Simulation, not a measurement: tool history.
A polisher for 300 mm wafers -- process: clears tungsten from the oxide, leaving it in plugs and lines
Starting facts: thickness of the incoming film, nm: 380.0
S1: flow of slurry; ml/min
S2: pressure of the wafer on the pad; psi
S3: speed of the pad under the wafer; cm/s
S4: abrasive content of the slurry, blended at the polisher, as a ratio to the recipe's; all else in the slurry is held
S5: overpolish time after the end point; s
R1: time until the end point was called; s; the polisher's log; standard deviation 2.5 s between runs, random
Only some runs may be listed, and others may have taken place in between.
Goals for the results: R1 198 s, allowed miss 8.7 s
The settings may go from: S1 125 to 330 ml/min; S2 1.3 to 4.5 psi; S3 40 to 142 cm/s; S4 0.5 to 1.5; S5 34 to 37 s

{"run": 1, "hour": 0.0, "S1": 210, "S2": 2.9, "S3": 90, "S4": 1, "S5": 34, "R1": 129.7}
{"run": 2, "hour": 5.1, "S1": 155, "S2": 2.9, "S3": 90, "S4": 1, "S5": 34, "R1": 135.69}
{"run": 3, "hour": 10.9, "S1": 155, "S2": 2.9, "S3": 110, "S4": 1, "S5": 34, "R1": 110.86}
{"run": 4, "hour": 15.7, "S1": 155, "S2": 3.5, "S3": 110, "S4": 1, "S5": 34, "R1": 95.971}
{"run": 5, "hour": 24.2, "S1": 155, "S2": 3, "S3": 106, "S4": 1, "S5": 34, "R1": 112.61}
{"run": 6, "hour": 27.4, "S1": 155, "S2": 3, "S3": 106, "S4": 0.9, "S5": 34, "R1": 117.15}
{"run": 7, "hour": 30.3, "S1": 155, "S2": 2.2, "S3": 102, "S4": 0.9, "S5": 34, "R1": 160.63}
{"run": 8, "hour": 39.0, "S1": 155, "S2": 2.1, "S3": 102, "S4": 0.9, "S5": 34, "R1": 164.77}
{"run": 9, "hour": 42.8, "S1": 155, "S2": 2, "S3": 102, "S4": 0.9, "S5": 34, "R1": 176.31}

Which of these 5 next moves meets every target?
{"run": "A", "hour": 46.6, "S1": 150, "S2": 2, "S3": 104, "S4": 0.85, "S5": 34, "R1": "?"}
{"run": "B", "hour": 46.6, "S1": 125, "S2": 2.2, "S3": 104, "S4": 0.8, "S5": 34, "R1": "?"}
{"run": "C", "hour": 46.6, "S1": 140, "S2": 2.5, "S3": 70, "S4": 1.2, "S5": 34, "R1": "?"}
{"run": "D", "hour": 46.6, "S1": 150, "S2": 2.2, "S3": 90, "S4": 0.95, "S5": 35, "R1": "?"}
{"run": "E", "hour": 46.6, "S1": 160, "S2": 2.2, "S3": 92, "S4": 0.95, "S5": 34, "R1": "?"}

move=A R1=176.81
move=B R1=170.14
move=C R1=198.94
move=D R1=181.95
move=E R1=175.84
A: about the same distance from the targets as the last run
B: the biggest miss grows against the last run
C: meets every target
D: an improvement on the last run, though not all results are within tolerance
E: about the same distance from the targets as the last run
The right move is C.
